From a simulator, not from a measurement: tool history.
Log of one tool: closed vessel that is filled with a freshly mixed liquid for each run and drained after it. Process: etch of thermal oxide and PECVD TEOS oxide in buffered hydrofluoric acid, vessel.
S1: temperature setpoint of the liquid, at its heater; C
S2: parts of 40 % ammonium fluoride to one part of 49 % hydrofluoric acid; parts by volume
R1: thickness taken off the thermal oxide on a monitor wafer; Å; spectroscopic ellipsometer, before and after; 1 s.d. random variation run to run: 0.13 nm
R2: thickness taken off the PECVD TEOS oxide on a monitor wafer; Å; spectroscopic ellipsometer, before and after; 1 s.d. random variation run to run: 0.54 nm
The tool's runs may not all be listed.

{"run": 1, "hour": 0.0, "S1": 21.0, "S2": 14.5, "time in the liquid (s)": 60, "R1": 430.84, "R2": 945.5}
{"run": 2, "hour": 3.4, "S1": 20.0, "S2": 15.5, "time in the liquid (s)": 60, "R1": 377.97, "R2": 813.87}
{"run": 3, "hour": 7.4, "S1": 18.5, "S2": 15.5, "time in the liquid (s)": 60, "R1": 351.26, "R2": 764.49}
{"run": 4, "hour": 10.7, "S1": 17.0, "S2": 15.5, "time in the liquid (s)": 60, "R1": 320.62, "R2": 697.98}
{"run": 5, "hour": 14.1, "S1": 17.0, "S2": 15.5, "time in the liquid (s)": 60, "R1": 322.54, "R2": 687.34}
{"run": 6, "hour": 20.2, "S1": 17.0, "S2": 15.5, "time in the liquid (s)": 60, "R1": 321.46, "R2": 712.24}
{"run": 7, "hour": 24.0, "S1": 17.0, "S2": 16.5, "time in the liquid (s)": 60, "R1": 299.34, "R2": 662.2}
{"run": 8, "hour": 32.6, "S1": 17.0, "S2": 17.0, "time in the liquid (s)": 60, "R1": 292.48, "R2": 631.82}

Run 9 comes next. What will it give?
{"run": 9, "hour": 40.6, "S1": 17.0, "S2": 17.5, "time in the liquid (s)": 60, "R1": "?", "R2": "?"}

R1: 282.17 Å
R2: 625.15 Å
